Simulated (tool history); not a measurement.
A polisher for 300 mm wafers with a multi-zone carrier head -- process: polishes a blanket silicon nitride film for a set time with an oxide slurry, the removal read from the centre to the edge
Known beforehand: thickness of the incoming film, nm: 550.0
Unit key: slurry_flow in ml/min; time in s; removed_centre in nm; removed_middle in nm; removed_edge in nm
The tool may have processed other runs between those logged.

run	hour	slurry_flow	centre_zone	middle_zone	edge_zone	slurry_solids	time	removed_centre	removed_middle	removed_edge
1	0	230	1	1	1	1	73	28.649	28.77	28.879
2	4.9	230	1.01	1	0.96	0.85	73	26.013	25.041	25.541
3	6.7	230	1.07	1	0.96	0.85	73	27.78	25.465	25.131
4	9.2	195	1.07	1	0.96	0.85	73	27.626	25.08	25.044
5	12.8	195	1.06	1.02	0.93	0.8	73	26.226	24.518	23.471
6	18.1	195	1.14	1.02	0.93	0.8	73	27.619	24.33	23.503
7	22	195	1.1	1.02	0.91	0.8	73	27.266	24.495	23.51

Run 8 is up next; what results do you expect?
8	23.5	190	1.08	1.03	0.9	0.75	73	?	?	?

{"run 8": {"removed_centre": 24.571, "removed_middle": 23.256, "removed_edge": 21.994}}
